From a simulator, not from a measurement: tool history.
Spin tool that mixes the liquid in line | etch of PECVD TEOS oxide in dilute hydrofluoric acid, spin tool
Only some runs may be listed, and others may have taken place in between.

| run | hour | temperature setpoint of the liquid (°C) | parts of water to one part of 49 % hydrofluoric acid (parts by volume) | time under the liquid (s) | thickness taken off the PECVD TEOS oxide on a monitor wafer (Å) |
|---|---|---|---|---|---|
| 1 | 0 | 22 | 195 | 175 | 235.16 |
| 2 | 0.8 | 22 | 245 | 175 | 177.08 |
| 3 | 4.3 | 19.5 | 245 | 175 | 160.44 |
| 4 | 8.3 | 19.5 | 245 | 175 | 159.44 |
| 5 | 14.9 | 21 | 225 | 175 | 191.25 |
| 6 | 20.9 | 22.5 | 210 | 175 | 215.23 |
| 7 | 28 | 23.5 | 195 | 175 | 246.9 |
| 8 | 36.6 | 24.5 | 180 | 175 | 285.97 |
| 9 | 40.8 | 25.5 | 170 | 175 | 315.07 |

Predict the results of run 10:
| 10 | 43.5 | 26 | 165 | 175 | ? |

Run 10 measured thickness taken off the PECVD TEOS oxide on a monitor wafer (Å) 334.69.

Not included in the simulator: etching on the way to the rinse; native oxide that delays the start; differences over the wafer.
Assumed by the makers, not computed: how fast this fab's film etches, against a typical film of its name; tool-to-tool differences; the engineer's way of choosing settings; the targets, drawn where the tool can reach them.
